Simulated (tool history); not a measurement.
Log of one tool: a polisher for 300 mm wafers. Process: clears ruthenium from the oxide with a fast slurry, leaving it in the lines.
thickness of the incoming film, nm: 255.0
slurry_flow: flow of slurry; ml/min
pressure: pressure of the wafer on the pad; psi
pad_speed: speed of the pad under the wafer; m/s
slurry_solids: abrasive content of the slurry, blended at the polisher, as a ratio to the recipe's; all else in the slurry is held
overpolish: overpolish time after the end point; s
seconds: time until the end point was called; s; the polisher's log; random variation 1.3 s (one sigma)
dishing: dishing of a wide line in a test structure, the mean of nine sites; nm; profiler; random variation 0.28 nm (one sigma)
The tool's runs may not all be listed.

Run 1, hour 0.0: slurry_flow 270 ml/min, pressure 1.9 psi, pad_speed 0.82 m/s, slurry_solids 1.00, overpolish 15 s. Result: seconds 111.40 s, dishing 29.714 nm.
Run 2, hour 8.5: slurry_flow 270 ml/min, pressure 1.9 psi, pad_speed 0.82 m/s, slurry_solids 0.85, overpolish 15 s. Result: seconds 121.42 s, dishing 27.539 nm.
Run 3, hour 14.7: slurry_flow 270 ml/min, pressure 1.8 psi, pad_speed 0.82 m/s, slurry_solids 0.85, overpolish 14 s. Result: seconds 124.46 s, dishing 24.363 nm.
Run 4, hour 22.2: slurry_flow 270 ml/min, pressure 1.8 psi, pad_speed 0.70 m/s, slurry_solids 0.85, overpolish 14 s. Result: seconds 144.77 s, dishing 20.978 nm.
Run 5, hour 27.7: slurry_flow 270 ml/min, pressure 1.8 psi, pad_speed 0.70 m/s, slurry_solids 0.85, overpolish 8 s. Result: seconds 144.54 s, dishing 12.633 nm.
Run 6, hour 34.5: slurry_flow 265 ml/min, pressure 1.8 psi, pad_speed 0.70 m/s, slurry_solids 0.85, overpolish 9 s. Result: seconds 145.26 s, dishing 14.190 nm.
Run 7, hour 41.2: slurry_flow 260 ml/min, pressure 1.8 psi, pad_speed 0.70 m/s, slurry_solids 0.85, overpolish 10 s. Result: seconds 147.72 s, dishing 15.952 nm.
Run 8, hour 44.6: slurry_flow 245 ml/min, pressure 1.8 psi, pad_speed 0.70 m/s, slurry_solids 0.85, overpolish 10 s. Result: seconds 146.69 s, dishing 15.189 nm.
Run 9, hour 45.2: slurry_flow 245 ml/min, pressure 1.8 psi, pad_speed 0.70 m/s, slurry_solids 0.85, overpolish 11 s. Result: seconds 146.26 s, dishing 17.426 nm.
Run 10, hour 50.1: slurry_flow 235 ml/min, pressure 1.8 psi, pad_speed 0.70 m/s, slurry_solids 0.85, overpolish 11 s. Result: seconds 147.67 s, dishing 17.048 nm.
Run 11, hour 57.7: slurry_flow 230 ml/min, pressure 1.8 psi, pad_speed 0.70 m/s, slurry_solids 0.85, overpolish 11 s. Result: seconds 147.32 s, dishing 17.012 nm.
Run 12, hour 59.1: slurry_flow 225 ml/min, pressure 1.8 psi, pad_speed 0.70 m/s, slurry_solids 0.85, overpolish 11 s. Result: seconds 146.90 s, dishing 17.057 nm.
Run 13, hour 67.5: slurry_flow 220 ml/min, pressure 1.8 psi, pad_speed 0.70 m/s, slurry_solids 0.85, overpolish 11 s. Result: seconds 148.49 s, dishing 16.753 nm.

Run 14 comes next. What will it give?
Run 14, hour 68.2: slurry_flow 220 ml/min, pressure 1.8 psi, pad_speed 0.70 m/s, slurry_solids 0.85, overpolish 11 s. Result: seconds ?, dishing ?.

{"run 14": {"seconds": 149.23, "dishing": 16.685}}

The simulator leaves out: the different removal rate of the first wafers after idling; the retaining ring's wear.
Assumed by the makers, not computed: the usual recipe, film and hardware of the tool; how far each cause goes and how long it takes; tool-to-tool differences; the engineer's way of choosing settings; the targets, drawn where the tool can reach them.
